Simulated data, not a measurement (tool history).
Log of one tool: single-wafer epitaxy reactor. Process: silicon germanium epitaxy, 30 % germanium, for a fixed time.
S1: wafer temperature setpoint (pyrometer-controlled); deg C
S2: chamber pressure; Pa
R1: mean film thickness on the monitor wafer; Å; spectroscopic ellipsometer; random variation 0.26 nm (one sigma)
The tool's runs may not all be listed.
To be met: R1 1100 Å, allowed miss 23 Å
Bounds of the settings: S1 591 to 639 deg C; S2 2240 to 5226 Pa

run	hour	S1	S2	R1
1	0	615	3733	880.71
2	2.2	610	3733	816.18
3	10.1	605	3733	755.84
4	17.7	605	4186	786.46
5	21.6	611	4226	870.14
6	30.6	604	4226	782.4
7	34.7	616	4346	956.47
8	38.3	619	4360	996.84
9	43.4	621	4373	1030.9
10	45.4	622	4386	1051.7
11	52.4	623	4386	1064.4

5 next moves are on the table. One of them brings every result within its allowed miss. Which?
A	59.4	621	4306	?
B	59.4	620	4440	?
C	59.4	629	3746	?
D	59.4	618	4560	?
E	59.4	623	4186	?

move	R1
A	1027.3
B	1024.4
C	1095.8
D	1004.2
E	1047
A: further off than the last run
B: further off than the last run
C: meets every target
D: further off than the last run
E: further off than the last run
The right move is C.

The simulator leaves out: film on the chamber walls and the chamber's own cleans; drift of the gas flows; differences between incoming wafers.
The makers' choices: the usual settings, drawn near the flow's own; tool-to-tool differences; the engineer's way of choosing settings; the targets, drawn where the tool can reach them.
